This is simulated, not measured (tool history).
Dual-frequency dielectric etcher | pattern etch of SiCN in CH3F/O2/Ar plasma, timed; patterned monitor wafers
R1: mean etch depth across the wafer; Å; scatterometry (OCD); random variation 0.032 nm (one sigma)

{"run": 1, "hour": 0.0, "source power (kW)": 0.48, "bias power (kW)": 0.082, "etch time (s)": 36, "R1": 143.33}
{"run": 2, "hour": 4.2, "source power (kW)": 0.56, "bias power (kW)": 0.082, "etch time (s)": 36, "R1": 152.58}
{"run": 3, "hour": 13.0, "source power (kW)": 0.53, "bias power (kW)": 0.082, "etch time (s)": 36, "R1": 148.98}
{"run": 4, "hour": 16.6, "source power (kW)": 0.53, "bias power (kW)": 0.072, "etch time (s)": 36, "R1": 145.43}
{"run": 5, "hour": 17.4, "source power (kW)": 0.53, "bias power (kW)": 0.084, "etch time (s)": 36, "R1": 149.71}
{"run": 6, "hour": 22.0, "source power (kW)": 0.53, "bias power (kW)": 0.089, "etch time (s)": 36, "R1": 152.2}
{"run": 7, "hour": 22.6, "source power (kW)": 0.49, "bias power (kW)": 0.086, "etch time (s)": 36, "R1": 146.27}

Forecast run 8:
{"run": 8, "hour": 26.2, "source power (kW)": 0.46, "bias power (kW)": 0.084, "etch time (s)": 36, "R1": "?"}

R1: 141.34 Å
